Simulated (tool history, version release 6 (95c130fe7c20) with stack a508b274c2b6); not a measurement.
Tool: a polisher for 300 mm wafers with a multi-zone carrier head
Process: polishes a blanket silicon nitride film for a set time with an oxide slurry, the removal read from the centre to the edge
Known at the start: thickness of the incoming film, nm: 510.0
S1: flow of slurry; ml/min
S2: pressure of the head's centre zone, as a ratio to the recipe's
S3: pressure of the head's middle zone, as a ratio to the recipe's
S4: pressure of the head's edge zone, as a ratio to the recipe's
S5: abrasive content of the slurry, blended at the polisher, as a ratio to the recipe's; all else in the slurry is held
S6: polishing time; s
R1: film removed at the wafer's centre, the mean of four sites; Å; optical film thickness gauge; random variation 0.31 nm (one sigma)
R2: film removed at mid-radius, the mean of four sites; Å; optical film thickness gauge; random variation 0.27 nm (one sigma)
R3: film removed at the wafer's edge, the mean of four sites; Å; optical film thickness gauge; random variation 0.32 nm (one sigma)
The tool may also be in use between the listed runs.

run	hour	S1	S2	S3	S4	S5	S6	R1	R2	R3
1	0.0	215	1.00	1.00	1.00	1.00	76	500.02	468.63	488.96
2	2.5	210	1.01	0.98	0.99	0.95	75	481.40	451.47	475.43
3	3.2	215	1.03	0.96	0.99	0.90	73	477.24	408.15	439.21
4	6.1	215	1.03	0.95	0.99	0.85	73	458.78	398.68	430.76
5	13.4	215	1.03	0.94	0.99	0.80	73	438.67	386.44	415.85
6	17.1	215	1.03	1.01	0.99	0.80	73	436.75	411.42	416.45
7	22.1	215	1.03	0.99	0.99	0.75	73	429.26	391.92	408.15
8	24.5	215	1.03	0.97	0.99	0.70	73	413.42	364.76	386.93

Run 9 comes next. What will it give?
9	30.6	170	1.01	0.87	0.90	0.65	73	?	?	?

Run 9 gave R1 370.21 Å, R2 306.25 Å, R3 341.24 Å.

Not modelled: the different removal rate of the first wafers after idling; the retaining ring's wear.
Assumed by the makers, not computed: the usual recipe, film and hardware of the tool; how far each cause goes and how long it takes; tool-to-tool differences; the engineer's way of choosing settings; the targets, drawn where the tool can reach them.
